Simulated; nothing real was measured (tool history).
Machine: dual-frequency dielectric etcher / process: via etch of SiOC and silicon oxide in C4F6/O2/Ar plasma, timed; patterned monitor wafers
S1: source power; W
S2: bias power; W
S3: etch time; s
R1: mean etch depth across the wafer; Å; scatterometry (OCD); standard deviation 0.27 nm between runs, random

Run 1, day 0: S1 250 W, S2 233 W, S3 114.5 s. Result: R1 1198.9 Å.
Run 2, day 0.338: S1 230 W, S2 220 W, S3 114.5 s. Result: R1 1144 Å.
Run 3, day 0.554: S1 220 W, S2 208 W, S3 114.5 s. Result: R1 1092.4 Å.
Run 4, day 0.612: S1 220 W, S2 233 W, S3 114.5 s. Result: R1 1137.2 Å.
Run 5, day 0.767: S1 220 W, S2 233 W, S3 114.5 s. Result: R1 1136.4 Å.
Run 6, day 0.808: S1 220 W, S2 264 W, S3 114.5 s. Result: R1 1180.5 Å.
Run 7, day 1.083: S1 210 W, S2 248 W, S3 114.5 s. Result: R1 1130.7 Å.
Run 8, day 1.142: S1 200 W, S2 237 W, S3 114.5 s. Result: R1 1095.6 Å.
Run 9, day 1.379: S1 190 W, S2 228 W, S3 114.5 s. Result: R1 1056 Å.

Predict the results of run 10:
Run 10, day 1.646: S1 180 W, S2 222 W, S3 114.5 s. Result: R1 ?.

{"run 10": {"R1": 1019.3}}
